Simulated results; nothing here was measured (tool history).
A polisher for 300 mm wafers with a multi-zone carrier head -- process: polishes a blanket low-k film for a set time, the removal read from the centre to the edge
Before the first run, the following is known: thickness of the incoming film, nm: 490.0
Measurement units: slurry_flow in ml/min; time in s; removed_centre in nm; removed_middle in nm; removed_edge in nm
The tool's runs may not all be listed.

| run | hour | slurry_flow | centre_zone | middle_zone | edge_zone | slurry_solids | time | removed_centre | removed_middle | removed_edge |
|---|---|---|---|---|---|---|---|---|---|---|
| 1 | 0.0 | 275 | 1.00 | 1.00 | 1.00 | 1.00 | 48 | 14.890 | 15.100 | 15.087 |
| 2 | 3.3 | 270 | 0.96 | 1.05 | 1.04 | 1.05 | 48 | 14.351 | 16.278 | 15.746 |
| 3 | 11.8 | 270 | 0.96 | 1.05 | 1.04 | 1.15 | 48 | 15.298 | 16.585 | 16.300 |
| 4 | 12.3 | 270 | 0.96 | 1.05 | 1.04 | 1.15 | 36 | 11.359 | 12.782 | 12.231 |
| 5 | 14.0 | 275 | 0.93 | 1.09 | 1.08 | 1.25 | 37 | 11.712 | 14.029 | 12.995 |
| 6 | 14.7 | 265 | 0.90 | 1.10 | 1.10 | 1.35 | 39 | 12.216 | 14.879 | 14.402 |
| 7 | 19.7 | 270 | 0.89 | 1.13 | 1.12 | 1.40 | 40 | 12.485 | 15.956 | 15.133 |
| 8 | 22.1 | 285 | 0.89 | 1.15 | 1.14 | 1.45 | 40 | 12.901 | 17.057 | 15.485 |
| 9 | 25.1 | 290 | 0.89 | 1.15 | 1.15 | 1.45 | 40 | 13.154 | 16.698 | 15.563 |
| 10 | 26.8 | 295 | 0.85 | 1.19 | 1.19 | 1.50 | 41 | 12.702 | 17.906 | 16.351 |
| 11 | 31.1 | 305 | 0.86 | 1.18 | 1.19 | 1.50 | 41 | 13.066 | 18.173 | 16.807 |
| 12 | 31.8 | 305 | 0.86 | 1.18 | 1.19 | 1.50 | 41 | 13.112 | 18.248 | 16.575 |

Forecast run 13:
| 13 | 38.2 | 305 | 0.86 | 1.17 | 1.19 | 1.50 | 41 | ? | ? | ? |

removed_centre: 13.001 nm
removed_middle: 17.689 nm
removed_edge: 16.687 nm
